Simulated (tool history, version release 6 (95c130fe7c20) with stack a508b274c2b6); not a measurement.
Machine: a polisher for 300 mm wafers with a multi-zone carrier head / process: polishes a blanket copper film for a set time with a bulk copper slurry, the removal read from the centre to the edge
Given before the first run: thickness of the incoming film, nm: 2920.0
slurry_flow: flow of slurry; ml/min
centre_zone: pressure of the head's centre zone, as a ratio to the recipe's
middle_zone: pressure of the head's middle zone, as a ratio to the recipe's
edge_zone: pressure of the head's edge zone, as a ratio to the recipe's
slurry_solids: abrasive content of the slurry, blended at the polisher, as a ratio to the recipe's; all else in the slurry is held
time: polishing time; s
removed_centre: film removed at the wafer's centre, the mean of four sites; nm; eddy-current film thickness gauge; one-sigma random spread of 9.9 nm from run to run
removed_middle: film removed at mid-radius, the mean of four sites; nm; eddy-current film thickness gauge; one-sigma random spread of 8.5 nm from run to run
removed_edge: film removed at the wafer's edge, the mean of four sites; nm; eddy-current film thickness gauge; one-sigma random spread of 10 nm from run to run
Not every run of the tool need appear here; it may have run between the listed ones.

run,hour,slurry_flow,centre_zone,middle_zone,edge_zone,slurry_solids,time,removed_centre,removed_middle,removed_edge
1,0,275,1,1,1,1,75,781.54,793.63,783.17
2,6.7,275,0.99,0.99,1.03,1.1,77,812.24,822.35,846.03
3,9,275,0.99,1.04,1.03,1.1,77,815.09,849.65,826.93
4,15.4,275,0.99,0.99,1.03,1.1,77,809.56,821.52,840.08
5,23.1,280,0.98,0.99,1.05,1.15,78,838.18,837.97,857.37
6,27.3,280,0.98,0.99,1.05,1.15,95,998.27,1038.8,1045.6
7,31.9,270,0.96,0.98,1.06,1.15,95,954.77,1001.9,1062.4

Estimate the outcome of run 8 from the log above:
8,33.8,265,0.96,0.98,1.06,1.15,95,?,?,?

Run 8 produced removed_centre 968.3 nm, removed_middle 1008.5 nm, removed_edge 1068.7 nm.

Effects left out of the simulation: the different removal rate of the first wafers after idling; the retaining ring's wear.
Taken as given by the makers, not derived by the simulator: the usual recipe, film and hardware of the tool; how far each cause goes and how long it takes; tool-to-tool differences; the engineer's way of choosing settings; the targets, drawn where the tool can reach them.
